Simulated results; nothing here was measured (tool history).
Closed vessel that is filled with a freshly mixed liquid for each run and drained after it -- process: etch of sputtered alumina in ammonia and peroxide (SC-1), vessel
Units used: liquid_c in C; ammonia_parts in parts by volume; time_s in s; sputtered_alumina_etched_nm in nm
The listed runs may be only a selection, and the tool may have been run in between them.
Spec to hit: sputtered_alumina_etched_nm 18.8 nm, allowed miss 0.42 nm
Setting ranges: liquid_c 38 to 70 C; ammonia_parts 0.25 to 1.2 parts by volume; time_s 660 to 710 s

run    day  liquid_c  ammonia_parts  time_s  sputtered_alumina_etched_nm
  1      0        54           0.95     660                       33.285
  2  0.188      47.5           0.95     660                       23.367
  3  0.296        46           0.95     660                       21.424
  4  0.338        46            0.7     660                       20.967
  5  0.446      45.5            0.7     660                       20.304
  6  0.542      45.5              1     660                       21.008
  7  0.754        45              1     660                       20.397
  8  0.821        43              1     660                       18.102
  9  1.075        44              1     660                       19.431
 10  1.308        44              1     660                       19.259

5 next moves are on the table. One of them brings every result within its allowed miss. Which?
  A  1.542        45           0.75     660                            ?
  B  1.542        42           0.95     700                            ?
  C  1.542      43.5            1.1     660                            ?
  D  1.542        41            1.2     710                            ?
  E  1.542      44.5           0.65     705                            ?

move  sputtered_alumina_etched_nm
   A                       19.761
   B                       18.038
   C                       18.811
   D                        17.65
   E                       20.237
A: the biggest miss grows against the last run
B: pushes the last run's worst result past its target
C: all results land within tolerance of their targets
D: pushes the last run's worst result past its target
E: the biggest miss grows against the last run
The right move is C.
